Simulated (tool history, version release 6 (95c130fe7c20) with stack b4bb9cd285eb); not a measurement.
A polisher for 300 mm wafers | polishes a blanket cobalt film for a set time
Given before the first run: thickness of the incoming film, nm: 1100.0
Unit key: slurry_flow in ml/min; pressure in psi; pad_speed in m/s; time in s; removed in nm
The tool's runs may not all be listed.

run,day,slurry_flow,pressure,pad_speed,time,removed
1,0,195,2.1,1.02,20,99.293
2,0.188,195,2.1,0.78,20,77.187
3,0.379,195,2.1,0.78,20,77.235
4,0.733,200,2.4,0.78,20,87.579
5,1.067,200,2.4,0.78,18,78.243
6,1.433,200,2.1,0.78,18,69.626
7,1.75,200,2.4,0.82,18,83.706
8,1.988,200,2.6,0.86,18,92.968

Expected results for the next run?
9,2.104,200,2.8,0.9,18,?

{"run 9": {"removed": 105.29}}
